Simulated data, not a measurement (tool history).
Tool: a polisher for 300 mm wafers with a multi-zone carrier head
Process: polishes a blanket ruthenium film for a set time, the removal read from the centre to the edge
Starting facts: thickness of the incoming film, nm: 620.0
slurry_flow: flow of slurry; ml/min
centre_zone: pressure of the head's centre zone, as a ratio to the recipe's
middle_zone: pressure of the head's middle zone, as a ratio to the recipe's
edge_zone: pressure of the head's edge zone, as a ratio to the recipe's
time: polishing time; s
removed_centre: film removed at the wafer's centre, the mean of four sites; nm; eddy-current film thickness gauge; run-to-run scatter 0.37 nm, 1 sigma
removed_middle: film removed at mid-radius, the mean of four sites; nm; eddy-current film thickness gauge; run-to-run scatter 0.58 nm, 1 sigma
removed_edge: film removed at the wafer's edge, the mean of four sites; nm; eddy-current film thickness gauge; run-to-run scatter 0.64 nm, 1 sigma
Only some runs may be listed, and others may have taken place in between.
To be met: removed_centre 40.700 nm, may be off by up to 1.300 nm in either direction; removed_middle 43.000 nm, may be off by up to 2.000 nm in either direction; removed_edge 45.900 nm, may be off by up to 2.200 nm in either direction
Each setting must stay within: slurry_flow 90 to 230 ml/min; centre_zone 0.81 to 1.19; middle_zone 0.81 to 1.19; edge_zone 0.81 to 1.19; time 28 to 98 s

| run | hour | slurry_flow | centre_zone | middle_zone | edge_zone | time | removed_centre | removed_middle | removed_edge |
|---|---|---|---|---|---|---|---|---|---|
| 1 | 0.0 | 150 | 1.00 | 1.00 | 1.00 | 63 | 60.392 | 58.484 | 58.872 |
| 2 | 2.7 | 135 | 1.00 | 1.00 | 1.00 | 63 | 59.033 | 56.664 | 58.041 |
| 3 | 7.1 | 135 | 1.00 | 1.00 | 1.00 | 75 | 68.877 | 67.865 | 69.809 |
| 4 | 7.8 | 130 | 0.98 | 0.99 | 0.99 | 72 | 65.460 | 64.915 | 66.272 |
|  | 9.2 | worn pad replaced by a new one |
| 5 | 9.2 | 130 | 0.98 | 0.99 | 0.91 | 72 | 74.637 | 71.785 | 72.237 |
| 6 | 11.2 | 130 | 0.98 | 1.04 | 0.91 | 72 | 75.475 | 75.225 | 73.100 |
| 7 | 18.4 | 135 | 0.98 | 1.03 | 0.94 | 70 | 73.199 | 72.773 | 70.350 |
| 8 | 21.5 | 140 | 0.97 | 1.02 | 0.97 | 68 | 70.742 | 70.848 | 70.994 |
| 9 | 28.1 | 135 | 0.97 | 1.02 | 1.00 | 67 | 70.093 | 70.577 | 72.675 |
| 10 | 30.1 | 135 | 0.98 | 1.01 | 1.02 | 65 | 66.964 | 68.078 | 70.241 |
| 11 | 38.6 | 135 | 0.98 | 1.01 | 1.02 | 65 | 68.032 | 67.610 | 70.127 |
| 12 | 47.3 | 145 | 0.98 | 0.99 | 1.04 | 63 | 65.841 | 66.511 | 68.641 |
| 13 | 50.2 | 145 | 0.98 | 0.99 | 1.06 | 59 | 62.291 | 61.249 | 66.261 |
| 14 | 58.3 | 140 | 0.98 | 1.00 | 1.07 | 55 | 57.312 | 57.927 | 60.244 |
| 15 | 59.0 | 135 | 0.98 | 1.00 | 1.08 | 53 | 54.984 | 54.365 | 58.752 |
| 16 | 61.1 | 135 | 0.97 | 1.00 | 1.08 | 50 | 52.299 | 51.616 | 55.121 |
| 17 | 65.2 | 135 | 0.95 | 0.99 | 1.07 | 48 | 48.831 | 49.607 | 52.619 |
| 18 | 71.4 | 130 | 0.94 | 0.98 | 1.06 | 48 | 47.602 | 47.425 | 52.870 |
| 19 | 77.9 | 130 | 0.93 | 0.98 | 1.04 | 48 | 48.862 | 47.540 | 51.984 |
| 20 | 80.3 | 130 | 0.92 | 0.98 | 1.04 | 46 | 45.526 | 47.005 | 49.749 |
| 21 | 83.5 | 125 | 0.91 | 0.98 | 1.03 | 46 | 44.969 | 46.121 | 49.940 |
| 22 | 87.0 | 125 | 0.90 | 0.98 | 1.02 | 46 | 43.762 | 46.351 | 48.402 |
| 23 | 90.3 | 120 | 0.90 | 0.98 | 1.02 | 46 | 43.956 | 46.446 | 48.064 |
| 24 | 98.1 | 115 | 0.90 | 0.98 | 1.02 | 46 | 43.888 | 46.324 | 47.869 |
| 25 | 102.0 | 105 | 0.89 | 0.96 | 1.03 | 46 | 42.710 | 44.124 | 48.188 |

Consider the 5 candidate settings below. Which is the only one whose results all fall within their allowed miss of target?
| A | 105.9 | 100 | 0.93 | 1.03 | 0.91 | 43 | ? | ? | ? |
| B | 105.9 | 115 | 0.96 | 1.07 | 0.98 | 41 | ? | ? | ? |
| C | 105.9 | 165 | 0.95 | 1.08 | 0.94 | 39 | ? | ? | ? |
| D | 105.9 | 95 | 0.83 | 0.82 | 1.19 | 48 | ? | ? | ? |
| E | 105.9 | 120 | 0.96 | 1.08 | 1.17 | 40 | ? | ? | ? |

| move | removed_centre | removed_middle | removed_edge |
|---|---|---|---|
| A | 40.734 | 42.998 | 41.623 |
| B | 40.972 | 43.005 | 41.797 |
| C | 41.258 | 43.570 | 40.606 |
| D | 41.197 | 41.733 | 52.785 |
| E | 40.310 | 42.493 | 44.777 |
A: the worst result of the last run now meets its target, but another is out of spec
B: the worst result of the last run now meets its target, but another is out of spec
C: the worst result of the last run now meets its target, but another is out of spec
D: the worst result of the last run now meets its target, but another is out of spec
E: every result within its allowed miss
The right move is E.
